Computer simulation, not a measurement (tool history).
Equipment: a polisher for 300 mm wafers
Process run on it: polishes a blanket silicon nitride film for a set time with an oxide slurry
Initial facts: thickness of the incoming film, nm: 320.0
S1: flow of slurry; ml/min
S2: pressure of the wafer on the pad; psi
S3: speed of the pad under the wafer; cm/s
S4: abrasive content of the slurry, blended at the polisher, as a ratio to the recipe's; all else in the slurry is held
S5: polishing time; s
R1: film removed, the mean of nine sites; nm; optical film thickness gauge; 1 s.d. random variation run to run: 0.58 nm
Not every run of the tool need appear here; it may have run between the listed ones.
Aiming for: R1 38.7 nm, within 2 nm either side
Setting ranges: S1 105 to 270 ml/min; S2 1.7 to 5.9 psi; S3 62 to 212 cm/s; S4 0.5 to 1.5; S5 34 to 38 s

run 1 hour=0 | S1=175 S2=3.8 S3=136 S4=1 S5=38 | R1=25.842
run 2 hour=5.9 | S1=215 S2=3.8 S3=136 S4=1 S5=38 | R1=26.228
run 3 hour=11.5 | S1=180 S2=3.8 S3=136 S4=1 S5=38 | R1=25.332
run 4 hour=17.8 | S1=180 S2=3.8 S3=136 S4=1.15 S5=38 | R1=27.548
run 5 hour=20.2 | S1=180 S2=3 S3=136 S4=1.15 S5=38 | R1=22.472
run 6 hour=23.8 | S1=180 S2=3.9 S3=136 S4=1.15 S5=38 | R1=28.042
run 7 hour=27.6 | S1=180 S2=4 S3=136 S4=1.15 S5=38 | R1=28.193
-- hour=30.1 worn pad replaced by a new one
run 8 hour=30.1 | S1=180 S2=4.1 S3=136 S4=1.15 S5=38 | R1=30.659
run 9 hour=37.8 | S1=180 S2=4.2 S3=136 S4=1.15 S5=38 | R1=31.38

Which single option among these 5 for the next run brings every result within its allowed miss of target? Just one does.
run A hour=45.5 | S1=225 S2=4.7 S3=140 S4=1.25 S5=38 | R1=?
run B hour=45.5 | S1=190 S2=4.9 S3=168 S4=1.25 S5=38 | R1=?
run C hour=45.5 | S1=150 S2=5.6 S3=136 S4=1.5 S5=38 | R1=?
run D hour=45.5 | S1=185 S2=5 S3=152 S4=1.25 S5=38 | R1=?
run E hour=45.5 | S1=180 S2=5.4 S3=136 S4=1.35 S5=38 | R1=?

move=A R1=38.388
move=B R1=45.041
move=C R1=44.361
move=D R1=42.15
move=E R1=42.45
A: all results land within tolerance of their targets
B: carries the result that was furthest off beyond its target, to the other side
C: carries the result that was furthest off beyond its target, to the other side
D: carries the result that was furthest off beyond its target, to the other side
E: carries the result that was furthest off beyond its target, to the other side
Go with A: it meets all targets.

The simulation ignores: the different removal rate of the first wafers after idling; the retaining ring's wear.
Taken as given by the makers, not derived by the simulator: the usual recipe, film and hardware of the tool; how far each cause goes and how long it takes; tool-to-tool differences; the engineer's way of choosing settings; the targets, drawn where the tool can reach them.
